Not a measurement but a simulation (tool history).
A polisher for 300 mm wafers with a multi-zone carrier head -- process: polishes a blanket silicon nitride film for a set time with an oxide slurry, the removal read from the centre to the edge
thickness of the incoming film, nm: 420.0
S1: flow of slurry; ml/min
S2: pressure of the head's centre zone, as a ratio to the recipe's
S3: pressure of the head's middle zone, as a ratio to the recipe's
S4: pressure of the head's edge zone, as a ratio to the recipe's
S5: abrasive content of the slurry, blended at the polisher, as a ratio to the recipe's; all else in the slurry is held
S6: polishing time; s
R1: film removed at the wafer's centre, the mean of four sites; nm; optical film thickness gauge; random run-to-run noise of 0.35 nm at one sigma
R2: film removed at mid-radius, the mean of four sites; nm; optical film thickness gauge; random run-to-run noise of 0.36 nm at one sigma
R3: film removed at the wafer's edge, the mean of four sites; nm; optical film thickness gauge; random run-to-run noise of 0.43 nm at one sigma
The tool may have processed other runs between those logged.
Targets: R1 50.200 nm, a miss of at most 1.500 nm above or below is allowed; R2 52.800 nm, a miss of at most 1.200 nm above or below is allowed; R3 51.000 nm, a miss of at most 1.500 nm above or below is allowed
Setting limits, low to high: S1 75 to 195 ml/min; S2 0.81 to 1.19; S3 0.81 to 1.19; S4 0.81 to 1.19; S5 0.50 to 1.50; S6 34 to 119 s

run 1 hour=0.0 | S1=125 S2=1.00 S3=1.00 S4=1.00 S5=1.00 S6=76 | R1=69.178 R2=69.006 R3=68.271
run 2 hour=5.5 | S1=120 S2=0.98 S3=0.99 S4=0.96 S5=0.90 S6=76 | R1=63.001 R2=64.049 R3=63.353
run 3 hour=8.6 | S1=120 S2=0.98 S3=0.95 S4=0.96 S5=0.90 S6=76 | R1=63.410 R2=62.326 R3=63.064
run 4 hour=12.3 | S1=120 S2=0.98 S3=0.88 S4=0.96 S5=0.90 S6=76 | R1=64.205 R2=58.756 R3=64.400
run 5 hour=12.8 | S1=140 S2=0.98 S3=0.88 S4=0.96 S5=0.90 S6=76 | R1=66.390 R2=60.539 R3=64.753
run 6 hour=21.5 | S1=140 S2=0.98 S3=0.82 S4=0.96 S5=0.90 S6=76 | R1=64.871 R2=58.233 R3=64.072
run 7 hour=26.1 | S1=140 S2=0.95 S3=0.85 S4=0.92 S5=0.80 S6=76 | R1=58.880 R2=55.926 R3=59.053
run 8 hour=28.0 | S1=135 S2=0.94 S3=0.87 S4=0.89 S5=0.80 S6=76 | R1=58.637 R2=55.767 R3=58.545
run 9 hour=30.5 | S1=130 S2=0.93 S3=0.89 S4=0.87 S5=0.75 S6=76 | R1=54.976 R2=55.041 R3=54.083
run 10 hour=36.4 | S1=120 S2=0.92 S3=0.89 S4=0.86 S5=0.75 S6=76 | R1=53.576 R2=53.880 R3=54.249
run 11 hour=41.9 | S1=115 S2=0.91 S3=0.90 S4=0.85 S5=0.75 S6=76 | R1=53.140 R2=53.262 R3=53.055
run 12 hour=49.0 | S1=110 S2=0.90 S3=0.91 S4=0.84 S5=0.75 S6=76 | R1=51.492 R2=53.399 R3=53.067
run 13 hour=55.8 | S1=110 S2=0.90 S3=0.91 S4=0.83 S5=0.75 S6=76 | R1=51.395 R2=53.457 R3=52.504
run 14 hour=57.0 | S1=110 S2=0.90 S3=0.91 S4=0.82 S5=0.75 S6=76 | R1=52.141 R2=53.504 R3=52.735
run 15 hour=64.4 | S1=110 S2=0.90 S3=0.91 S4=0.82 S5=0.75 S6=76 | R1=51.762 R2=53.452 R3=53.270
run 16 hour=72.8 | S1=110 S2=0.90 S3=0.92 S4=0.81 S5=0.70 S6=76 | R1=50.059 R2=51.106 R3=50.097

Below are 5 possible settings for the next run. Only one of them brings all results inside the allowed miss of their targets. Which is it?
run A hour=81.2 | S1=100 S2=0.92 S3=0.91 S4=0.82 S5=0.75 S6=74 | R1=? R2=? R3=?
run B hour=81.2 | S1=125 S2=0.88 S3=0.91 S4=0.81 S5=0.55 S6=91 | R1=? R2=? R3=?
run C hour=81.2 | S1=110 S2=0.95 S3=0.88 S4=0.81 S5=0.60 S6=83 | R1=? R2=? R3=?
run D hour=81.2 | S1=110 S2=0.87 S3=0.84 S4=0.84 S5=0.75 S6=74 | R1=? R2=? R3=?
run E hour=81.2 | S1=90 S2=0.86 S3=0.81 S4=0.88 S5=0.75 S6=76 | R1=? R2=? R3=?

move=A R1=50.308 R2=50.622 R3=50.212
move=B R1=50.189 R2=52.228 R3=50.826
move=C R1=50.960 R2=48.566 R3=48.731
move=D R1=48.914 R2=48.954 R3=51.465
move=E R1=47.344 R2=47.066 R3=52.444
A: lands further from the targets than the last run did
B: each result inside its tolerance
C: lands further from the targets than the last run did
D: lands further from the targets than the last run did
E: lands further from the targets than the last run did
The move that meets every target is B.
